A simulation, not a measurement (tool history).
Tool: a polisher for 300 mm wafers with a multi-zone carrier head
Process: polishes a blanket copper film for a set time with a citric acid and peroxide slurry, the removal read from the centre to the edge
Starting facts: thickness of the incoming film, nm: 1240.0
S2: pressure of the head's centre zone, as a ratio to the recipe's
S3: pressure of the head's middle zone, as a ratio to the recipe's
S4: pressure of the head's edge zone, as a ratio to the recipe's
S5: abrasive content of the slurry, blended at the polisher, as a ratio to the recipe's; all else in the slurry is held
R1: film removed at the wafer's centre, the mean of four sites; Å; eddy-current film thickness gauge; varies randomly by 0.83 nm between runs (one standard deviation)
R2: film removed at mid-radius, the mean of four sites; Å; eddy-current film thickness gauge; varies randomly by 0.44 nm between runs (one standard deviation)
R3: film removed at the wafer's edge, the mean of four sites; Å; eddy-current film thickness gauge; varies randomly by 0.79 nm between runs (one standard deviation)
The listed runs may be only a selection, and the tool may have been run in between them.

run 1 hour=0.0 | flow_of_slurry_(ml/min)=210 S2=1.00 S3=1.00 S4=1.00 S5=1.00 polishing_time_(s)=45 | R1=779.05 R2=754.54 R3=748.21
run 2 hour=4.0 | flow_of_slurry_(ml/min)=210 S2=1.00 S3=1.00 S4=1.00 S5=1.00 polishing_time_(s)=34 | R1=573.74 R2=568.57 R3=573.32
run 3 hour=10.8 | flow_of_slurry_(ml/min)=210 S2=1.00 S3=1.00 S4=1.00 S5=0.85 polishing_time_(s)=34 | R1=556.33 R2=557.52 R3=553.85
run 4 hour=18.0 | flow_of_slurry_(ml/min)=210 S2=1.00 S3=1.00 S4=1.00 S5=0.85 polishing_time_(s)=45 | R1=754.23 R2=727.53 R3=724.97
run 5 hour=26.8 | flow_of_slurry_(ml/min)=200 S2=0.98 S3=0.96 S4=0.97 S5=0.75 polishing_time_(s)=44 | R1=696.48 R2=689.57 R3=689.47
run 6 hour=27.3 | flow_of_slurry_(ml/min)=200 S2=0.98 S3=0.96 S4=1.04 S5=0.75 polishing_time_(s)=44 | R1=691.92 R2=691.37 R3=712.37
run 7 hour=33.2 | flow_of_slurry_(ml/min)=200 S2=0.98 S3=0.96 S4=1.04 S5=0.75 polishing_time_(s)=44 | R1=692.75 R2=679.39 R3=723.52

Estimate the outcome of run 8 from the log above:
run 8 hour=41.0 | flow_of_slurry_(ml/min)=195 S2=0.99 S3=0.93 S4=1.02 S5=0.65 polishing_time_(s)=42 | R1=? R2=? R3=?

R1: 664.06 Å
R2: 628.02 Å
R3: 668.76 Å
